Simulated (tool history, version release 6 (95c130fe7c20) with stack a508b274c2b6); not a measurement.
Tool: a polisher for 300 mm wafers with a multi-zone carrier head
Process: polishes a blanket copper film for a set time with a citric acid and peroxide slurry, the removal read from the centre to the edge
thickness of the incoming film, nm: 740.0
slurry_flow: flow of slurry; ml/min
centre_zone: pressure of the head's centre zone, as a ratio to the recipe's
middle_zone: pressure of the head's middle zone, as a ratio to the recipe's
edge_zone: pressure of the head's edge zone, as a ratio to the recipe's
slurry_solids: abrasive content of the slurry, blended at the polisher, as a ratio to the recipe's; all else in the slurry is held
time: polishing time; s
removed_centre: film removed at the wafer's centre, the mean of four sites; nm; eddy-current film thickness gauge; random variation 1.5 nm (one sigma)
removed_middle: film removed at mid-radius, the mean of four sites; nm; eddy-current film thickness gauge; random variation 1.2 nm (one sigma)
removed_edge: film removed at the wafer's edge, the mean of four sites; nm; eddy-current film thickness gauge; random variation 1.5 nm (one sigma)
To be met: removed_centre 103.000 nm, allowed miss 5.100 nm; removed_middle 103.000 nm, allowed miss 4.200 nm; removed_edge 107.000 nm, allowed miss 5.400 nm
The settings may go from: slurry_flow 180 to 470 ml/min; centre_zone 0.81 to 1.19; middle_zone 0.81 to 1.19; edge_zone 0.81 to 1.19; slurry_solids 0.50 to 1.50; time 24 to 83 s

run,day,slurry_flow,centre_zone,middle_zone,edge_zone,slurry_solids,time,removed_centre,removed_middle,removed_edge
1,0.000,300,1.00,1.00,1.00,1.00,53,76.881,75.860,77.822
2,0.317,350,1.00,1.00,1.00,1.00,53,77.865,77.069,78.201
3,0.646,350,0.93,1.00,1.00,1.00,53,72.613,78.869,79.017
4,0.950,350,0.94,1.00,1.01,1.10,55,77.377,82.318,83.000
5,1.150,350,0.95,1.00,1.02,1.15,57,84.409,84.834,87.155
6,1.346,345,0.94,1.01,1.03,1.20,58,82.624,88.005,86.103
7,1.571,350,0.94,1.00,1.03,1.20,60,83.893,90.007,91.379
8,1.933,350,0.95,1.00,1.03,1.20,62,86.620,94.204,95.838
9,2.025,355,0.97,1.00,1.03,1.25,63,94.799,94.283,99.023
10,2.342,360,0.97,1.00,1.03,1.25,64,95.925,96.669,100.710

Which of these 4 next moves meets every target?
A,2.658,400,1.11,1.04,1.05,1.45,63,?,?,?
B,2.658,330,0.93,0.86,1.13,0.90,67,?,?,?
C,2.658,345,1.00,1.01,1.06,1.25,68,?,?,?
D,2.658,345,1.00,0.82,1.07,1.20,70,?,?,?

move,removed_centre,removed_middle,removed_edge
A,114.340,101.550,102.350
B,93.750,86.502,104.320
C,107.500,103.880,107.730
D,109.880,90.972,110.950
A: brings the result that was furthest off to its target, and leaves another outside
B: further off than the last run
C: meets every target
D: further off than the last run
Answer: C
